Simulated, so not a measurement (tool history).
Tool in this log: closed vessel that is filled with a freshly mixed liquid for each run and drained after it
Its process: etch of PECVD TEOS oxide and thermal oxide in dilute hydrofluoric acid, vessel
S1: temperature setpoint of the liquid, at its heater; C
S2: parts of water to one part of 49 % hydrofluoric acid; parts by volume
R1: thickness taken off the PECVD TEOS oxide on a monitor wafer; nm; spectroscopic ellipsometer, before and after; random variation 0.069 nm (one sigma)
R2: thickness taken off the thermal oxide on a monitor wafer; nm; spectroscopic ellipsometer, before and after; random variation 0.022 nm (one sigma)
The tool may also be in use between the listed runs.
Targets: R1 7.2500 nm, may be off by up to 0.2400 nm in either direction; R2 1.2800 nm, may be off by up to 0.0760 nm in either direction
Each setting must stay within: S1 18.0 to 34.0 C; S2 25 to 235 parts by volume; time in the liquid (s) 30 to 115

{"run": 1, "hour": 0.0, "S1": 26.0, "S2": 130, "time in the liquid (s)": 60, "R1": 14.443, "R2": 2.5342}
{"run": 2, "hour": 4.8, "S1": 26.0, "S2": 130, "time in the liquid (s)": 50, "R1": 11.923, "R2": 2.0199}
{"run": 3, "hour": 11.2, "S1": 26.0, "S2": 110, "time in the liquid (s)": 50, "R1": 14.139, "R2": 2.5303}
{"run": 4, "hour": 16.6, "S1": 24.0, "S2": 120, "time in the liquid (s)": 50, "R1": 11.958, "R2": 2.2108}
{"run": 5, "hour": 21.2, "S1": 24.0, "S2": 120, "time in the liquid (s)": 65, "R1": 15.803, "R2": 2.8065}
{"run": 6, "hour": 27.8, "S1": 27.0, "S2": 120, "time in the liquid (s)": 65, "R1": 17.551, "R2": 3.0881}
{"run": 7, "hour": 35.4, "S1": 25.0, "S2": 135, "time in the liquid (s)": 65, "R1": 14.274, "R2": 2.4971}
{"hour": 38.1, "done": "thermometer replaced"}
{"run": 8, "hour": 38.1, "S1": 23.5, "S2": 150, "time in the liquid (s)": 65, "R1": 11.032, "R2": 1.934}
{"run": 9, "hour": 41.3, "S1": 22.5, "S2": 155, "time in the liquid (s)": 65, "R1": 10.022, "R2": 1.7484}
{"run": 10, "hour": 44.8, "S1": 21.5, "S2": 160, "time in the liquid (s)": 65, "R1": 9.2788, "R2": 1.6372}
{"run": 11, "hour": 52.4, "S1": 21.0, "S2": 165, "time in the liquid (s)": 65, "R1": 8.8813, "R2": 1.5756}

Which single option among these 5 for the next run brings every result within its allowed miss of target? Just one does.
{"run": "A", "hour": 60.0, "S1": 24.5, "S2": 190, "time in the liquid (s)": 95, "R1": "?", "R2": "?"}
{"run": "B", "hour": 60.0, "S1": 20.0, "S2": 215, "time in the liquid (s)": 70, "R1": "?", "R2": "?"}
{"run": "C", "hour": 60.0, "S1": 23.0, "S2": 180, "time in the liquid (s)": 55, "R1": "?", "R2": "?"}
{"run": "D", "hour": 60.0, "S1": 21.5, "S2": 170, "time in the liquid (s)": 60, "R1": "?", "R2": "?"}
{"run": "E", "hour": 60.0, "S1": 18.0, "S2": 90, "time in the liquid (s)": 45, "R1": "?", "R2": "?"}

move=A R1=12.5950 R2=2.1913
move=B R1=6.7478 R2=1.1740
move=C R1=7.3566 R2=1.2799
move=D R1=8.1091 R2=1.4108
move=E R1=10.8590 R2=1.8893
A: lands further from the targets than the last run did
B: takes the result that was furthest off past its target
C: all results land within tolerance of their targets
D: closer than the last run, but not yet in spec
E: lands further from the targets than the last run did
The right move is C.
